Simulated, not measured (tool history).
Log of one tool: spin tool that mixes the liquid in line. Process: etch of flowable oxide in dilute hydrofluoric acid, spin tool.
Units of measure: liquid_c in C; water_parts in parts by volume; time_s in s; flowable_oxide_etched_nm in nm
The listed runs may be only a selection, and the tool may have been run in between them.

run    day  liquid_c  water_parts  time_s  flowable_oxide_etched_nm
  1  0.000      23.0          250      20                    2.1039
  2  0.325      25.0          225      20                    2.5781
  3  0.588      25.0          225      15                    1.9068
  4  0.654      23.5          180      15                    2.3781
  5  0.833      25.0          145      15                    3.2465
  6  1.012      25.0          185      15                    2.4088
  7  1.212      25.5          150      15                    3.1858
  8  1.250      27.0          145      15                    3.5373
  9  1.433      28.0          145      15                    3.6215
 10  1.696      29.0          145      15                    3.7722
 11  1.917      31.0          130      15                    4.5965
 12  2.083      30.5          130      15                    4.5252

Run 13 is up next; what results do you expect?
 13  2.396      30.0          130      15                         ?

Run 13 came out at flowable_oxide_etched_nm 4.4744 nm.
